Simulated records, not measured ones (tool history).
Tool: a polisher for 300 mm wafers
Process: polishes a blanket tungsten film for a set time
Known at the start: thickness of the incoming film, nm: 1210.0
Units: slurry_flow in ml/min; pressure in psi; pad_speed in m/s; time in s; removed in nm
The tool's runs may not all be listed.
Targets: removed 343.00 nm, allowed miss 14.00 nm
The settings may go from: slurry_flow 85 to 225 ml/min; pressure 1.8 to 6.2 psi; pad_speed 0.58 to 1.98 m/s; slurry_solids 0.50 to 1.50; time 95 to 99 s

run,hour,slurry_flow,pressure,pad_speed,slurry_solids,time,removed
1,0.0,145,4.0,1.28,1.00,95,550.03
2,8.5,140,3.4,1.26,1.00,95,478.91
3,15.5,140,4.3,1.26,1.00,95,569.81
4,21.4,135,3.6,1.24,1.00,95,475.84
5,29.9,125,3.2,1.24,1.00,95,450.86
6,33.1,125,2.8,1.22,1.00,95,396.95
7,33.7,125,2.6,1.22,1.00,95,387.87
8,34.3,125,2.4,1.22,1.00,95,368.67

Which of these 4 next moves meets every target?
A,34.9,170,2.9,1.22,0.85,95,?
B,34.9,150,2.3,1.02,0.90,95,?
C,34.9,155,2.6,1.00,1.10,95,?
D,34.9,145,2.1,1.14,0.65,97,?

move,removed
A,419.33
B,309.99
C,344.81
D,306.36
A: further off than the last run
B: takes the result that was furthest off past its target
C: meets every target
D: takes the result that was furthest off past its target
Answer: C
